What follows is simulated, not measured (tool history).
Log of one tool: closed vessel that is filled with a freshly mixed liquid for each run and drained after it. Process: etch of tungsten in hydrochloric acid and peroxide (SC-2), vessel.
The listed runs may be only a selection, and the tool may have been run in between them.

| run | day | temperature setpoint of the liquid (K) | parts of water to one part each of 37 % hydrochloric acid and 30 % peroxide (parts by volume) | time in the liquid (s) | thickness taken off the tungsten on a monitor wafer (nm) |
|---|---|---|---|---|---|
| 1 | 0 | 332.15 | 11.5 | 125 | 39.357 |
| 2 | 0.183 | 332.15 | 14 | 125 | 33.093 |
| 3 | 0.542 | 332.15 | 10.5 | 125 | 42.448 |
| 4 | 0.617 | 326.15 | 10.5 | 125 | 28.619 |
| 5 | 0.812 | 329.65 | 10.5 | 125 | 36.064 |
| 6 | 1.171 | 327.65 | 10.5 | 125 | 31.885 |
| 7 | 1.275 | 319.65 | 11.5 | 125 | 17.169 |

Predict the results of run 8:
| 8 | 1.375 | 319.15 | 11.5 | 125 | ? |

Logged for run 8: thickness taken off the tungsten on a monitor wafer (nm) 16.889.
